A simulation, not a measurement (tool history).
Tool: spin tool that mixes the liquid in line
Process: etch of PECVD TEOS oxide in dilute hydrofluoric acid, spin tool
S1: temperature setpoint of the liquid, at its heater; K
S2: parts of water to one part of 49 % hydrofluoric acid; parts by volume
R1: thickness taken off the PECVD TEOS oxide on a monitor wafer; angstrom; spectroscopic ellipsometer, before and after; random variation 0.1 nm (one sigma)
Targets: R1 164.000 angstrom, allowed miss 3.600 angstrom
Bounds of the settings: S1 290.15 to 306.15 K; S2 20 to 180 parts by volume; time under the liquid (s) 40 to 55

run 1 hour=0.0 | S1=298.15 S2=100 time_under_the_liquid_(s)=55 | R1=127.500
run 2 hour=4.6 | S1=295.15 S2=100 time_under_the_liquid_(s)=55 | R1=113.210
run 3 hour=11.4 | S1=295.15 S2=115 time_under_the_liquid_(s)=55 | R1=96.984
run 4 hour=17.2 | S1=293.15 S2=115 time_under_the_liquid_(s)=55 | R1=89.904
run 5 hour=19.1 | S1=293.15 S2=115 time_under_the_liquid_(s)=55 | R1=89.973
run 6 hour=26.5 | S1=293.15 S2=115 time_under_the_liquid_(s)=55 | R1=88.958
run 7 hour=28.5 | S1=297.15 S2=110 time_under_the_liquid_(s)=55 | R1=110.140
run 8 hour=34.7 | S1=299.65 S2=110 time_under_the_liquid_(s)=55 | R1=121.010
run 9 hour=36.3 | S1=301.65 S2=110 time_under_the_liquid_(s)=55 | R1=129.660

Which of these 4 next moves meets every target?
run A hour=37.9 | S1=301.65 S2=85 time_under_the_liquid_(s)=55 | R1=?
run B hour=37.9 | S1=303.15 S2=90 time_under_the_liquid_(s)=55 | R1=?
run C hour=37.9 | S1=299.65 S2=80 time_under_the_liquid_(s)=55 | R1=?
run D hour=37.9 | S1=299.65 S2=85 time_under_the_liquid_(s)=55 | R1=?

move=A R1=176.050
move=B R1=174.820
move=C R1=174.230
move=D R1=162.890
A: takes the result that was furthest off past its target
B: takes the result that was furthest off past its target
C: takes the result that was furthest off past its target
D: meets every target
The right move is D.

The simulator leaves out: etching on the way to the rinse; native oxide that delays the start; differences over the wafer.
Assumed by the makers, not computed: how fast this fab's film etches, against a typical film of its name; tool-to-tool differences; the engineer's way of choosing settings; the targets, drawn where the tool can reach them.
